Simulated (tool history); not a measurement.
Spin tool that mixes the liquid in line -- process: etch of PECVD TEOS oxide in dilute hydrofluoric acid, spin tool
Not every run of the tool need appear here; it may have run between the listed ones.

run  hour  temperature setpoint of the liquid (K)  parts of water to one part of 49 % hydrofluoric acid (parts by volume)  time under the liquid (s)  thickness taken off the PECVD TEOS oxide on a monitor wafer (Å)
  1     0                                  297.15                                                                      45                         90                                                            429.6
  2   1.1                                  297.15                                                                      55                         90                                                           347.29
  3   8.8                                  297.15                                                                      50                         90                                                           384.67
  4  14.4                                  298.65                                                                      45                         90                                                           458.09
  5  18.9                                  298.65                                                                      45                         90                                                           455.19
  6  23.2                                  298.65                                                                      45                         90                                                           458.14
  7  26.1                                  300.15                                                                      40                         90                                                           556.01
  8  31.4                                  301.15                                                                      40                         90                                                           571.39
  9  38.7                                  302.15                                                                      40                         90                                                           603.04
 10  43.8                                  302.65                                                                      40                         90                                                           606.31
 11  45.1                                  303.15                                                                      40                         90                                                            627.9
 12  47.8                                  303.65                                                                      40                         90                                                           640.26

Estimate the outcome of run 13 from the log above:
 13  56.4                                  303.65                                                                      40                         90                                                                ?

thickness taken off the PECVD TEOS oxide on a monitor wafer (Å): 632.81

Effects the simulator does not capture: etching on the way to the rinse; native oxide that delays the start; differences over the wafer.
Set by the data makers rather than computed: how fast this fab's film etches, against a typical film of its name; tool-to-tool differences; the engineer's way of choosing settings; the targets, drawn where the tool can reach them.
